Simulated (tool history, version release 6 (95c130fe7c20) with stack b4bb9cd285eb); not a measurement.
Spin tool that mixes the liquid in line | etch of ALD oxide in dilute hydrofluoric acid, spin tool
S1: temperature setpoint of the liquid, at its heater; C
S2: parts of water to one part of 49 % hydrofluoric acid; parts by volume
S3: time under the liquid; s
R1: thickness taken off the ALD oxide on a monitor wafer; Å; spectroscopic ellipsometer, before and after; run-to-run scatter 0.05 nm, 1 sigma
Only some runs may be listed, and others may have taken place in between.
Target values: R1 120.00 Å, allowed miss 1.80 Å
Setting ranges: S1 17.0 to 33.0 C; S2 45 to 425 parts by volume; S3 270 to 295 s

Run 1, hour 0.0: S1 25.0 C, S2 235 parts by volume, S3 270 s. Result: R1 102.15 Å.
Run 2, hour 6.8: S1 25.0 C, S2 170 parts by volume, S3 270 s. Result: R1 153.35 Å.
Run 3, hour 12.6: S1 23.5 C, S2 170 parts by volume, S3 270 s. Result: R1 145.25 Å.
Run 4, hour 19.3: S1 22.5 C, S2 170 parts by volume, S3 270 s. Result: R1 139.24 Å.
Run 5, hour 20.6: S1 22.5 C, S2 170 parts by volume, S3 270 s. Result: R1 139.30 Å.
Run 6, hour 22.0: S1 22.5 C, S2 135 parts by volume, S3 270 s. Result: R1 181.95 Å.
Run 7, hour 29.6: S1 18.5 C, S2 175 parts by volume, S3 270 s. Result: R1 115.31 Å.
Run 8, hour 36.3: S1 19.0 C, S2 175 parts by volume, S3 270 s. Result: R1 116.25 Å.

5 next moves are on the table. One of them brings every result within its allowed miss. Which?
Run A, hour 43.0: S1 19.0 C, S2 185 parts by volume, S3 295 s. Result: R1 ?.
Run B, hour 43.0: S1 18.0 C, S2 180 parts by volume, S3 275 s. Result: R1 ?.
Run C, hour 43.0: S1 17.0 C, S2 170 parts by volume, S3 270 s. Result: R1 ?.
Run D, hour 43.0: S1 19.5 C, S2 190 parts by volume, S3 275 s. Result: R1 ?.
Run E, hour 43.0: S1 20.0 C, S2 190 parts by volume, S3 270 s. Result: R1 ?.

move      R1
   A  120.15
   B  111.18
   C  112.08
   D  110.67
   E  110.80
A: each result inside its tolerance
B: further off than the last run
C: further off than the last run
D: further off than the last run
E: further off than the last run
A meets every target.
